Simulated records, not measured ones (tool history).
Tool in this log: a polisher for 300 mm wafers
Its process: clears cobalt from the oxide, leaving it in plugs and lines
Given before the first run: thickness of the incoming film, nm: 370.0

run,hour,flow of slurry (ml/min),pressure of the wafer on the pad (kPa),speed of the pad under the wafer (m/s),overpolish time after the end point (s),time until the end point was called (s),dishing of a wide line in a test structure (angstrom)
1,0,220,13.8,0.88,12,85.38,329.92
2,7.4,220,13.8,0.88,15,84.695,377.65
3,13.4,220,13.8,0.76,15,95.581,352.17
4,14.8,220,15.9,0.76,14,85.009,367.08
5,19.1,245,15.9,0.76,14,82.993,371.22
6,26.4,250,17.2,0.76,13,75.67,358.72

Run 7 is up next; what results do you expect?
7,28.6,250,21.4,0.8,13,?,?

{"run 7": {"time until the end point was called (s)": 59.001, "dishing of a wide line in a test structure (angstrom)": 410.21}}

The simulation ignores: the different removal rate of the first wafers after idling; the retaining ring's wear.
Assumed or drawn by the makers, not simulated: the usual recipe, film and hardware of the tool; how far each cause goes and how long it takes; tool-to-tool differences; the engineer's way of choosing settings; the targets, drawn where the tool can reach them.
